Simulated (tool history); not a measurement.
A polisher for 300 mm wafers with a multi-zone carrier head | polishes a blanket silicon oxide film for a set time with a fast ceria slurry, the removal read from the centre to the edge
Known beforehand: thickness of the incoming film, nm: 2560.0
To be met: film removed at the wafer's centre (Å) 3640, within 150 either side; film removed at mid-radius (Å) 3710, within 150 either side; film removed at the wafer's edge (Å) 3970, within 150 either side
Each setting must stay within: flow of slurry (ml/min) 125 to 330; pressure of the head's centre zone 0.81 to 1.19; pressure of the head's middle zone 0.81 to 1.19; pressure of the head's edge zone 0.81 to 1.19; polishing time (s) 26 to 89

| run | hour | flow of slurry (ml/min) | pressure of the head's centre zone | pressure of the head's middle zone | pressure of the head's edge zone | polishing time (s) | film removed at the wafer's centre (Å) | film removed at mid-radius (Å) | film removed at the wafer's edge (Å) |
|---|---|---|---|---|---|---|---|---|---|
| 1 | 0 | 210 | 1 | 1 | 1 | 57 | 6116.1 | 6196.9 | 6408.5 |
| 2 | 4.4 | 210 | 1 | 1 | 0.95 | 57 | 6063.8 | 6261.4 | 6114.3 |
| 3 | 6 | 200 | 0.97 | 0.96 | 0.93 | 51 | 5406.9 | 5419.2 | 5394.3 |
| 4 | 11.8 | 200 | 0.89 | 0.96 | 0.93 | 51 | 5123.7 | 5367.1 | 5372 |
| 5 | 16.4 | 200 | 0.89 | 0.96 | 1.01 | 51 | 5028.1 | 5314 | 5563 |
| 6 | 20.2 | 200 | 0.84 | 0.96 | 1.01 | 51 | 4874.9 | 5354.4 | 5494.3 |
| 7 | 22.3 | 190 | 0.83 | 0.94 | 0.99 | 47 | 4431.9 | 4889.5 | 5107.8 |
| 8 | 28.7 | 190 | 0.83 | 0.91 | 0.96 | 44 | 4075.7 | 4348.9 | 4662.1 |
| 9 | 30.5 | 190 | 0.83 | 0.89 | 0.92 | 43 | 4013 | 4157.5 | 4487.2 |
| 10 | 38.3 | 185 | 0.82 | 0.88 | 0.89 | 42 | 3821.3 | 4051.3 | 4338.8 |
| 11 | 46.3 | 185 | 0.83 | 0.87 | 0.87 | 41 | 3789.7 | 4009.6 | 4211.8 |
| 12 | 48.1 | 180 | 0.83 | 0.86 | 0.86 | 41 | 3769.5 | 3853 | 4212 |

5 candidate next runs follow, results not yet known. Just one meets every target within its allowed miss. Identify it.
| A | 49.9 | 220 | 0.85 | 0.97 | 0.81 | 36 | ? | ? | ? |
| B | 49.9 | 275 | 0.82 | 0.85 | 0.84 | 37 | ? | ? | ? |
| C | 49.9 | 165 | 0.81 | 0.88 | 0.88 | 42 | ? | ? | ? |
| D | 49.9 | 150 | 0.83 | 0.89 | 0.83 | 43 | ? | ? | ? |
| E | 49.9 | 205 | 0.81 | 0.9 | 0.98 | 40 | ? | ? | ? |

| move | film removed at the wafer's centre (Å) | film removed at mid-radius (Å) | film removed at the wafer's edge (Å) |
|---|---|---|---|
| A | 3560.4 | 3877.4 | 3709.9 |
| B | 3677.3 | 3672.9 | 3945.9 |
| C | 3800.2 | 3973.3 | 4294.3 |
| D | 3869.4 | 4024.2 | 4251.4 |
| E | 3777.6 | 4004.8 | 4362 |
A: takes the result that was furthest off past its target
B: each result inside its tolerance
C: further off than the last run
D: further off than the last run
E: further off than the last run
B meets every target.

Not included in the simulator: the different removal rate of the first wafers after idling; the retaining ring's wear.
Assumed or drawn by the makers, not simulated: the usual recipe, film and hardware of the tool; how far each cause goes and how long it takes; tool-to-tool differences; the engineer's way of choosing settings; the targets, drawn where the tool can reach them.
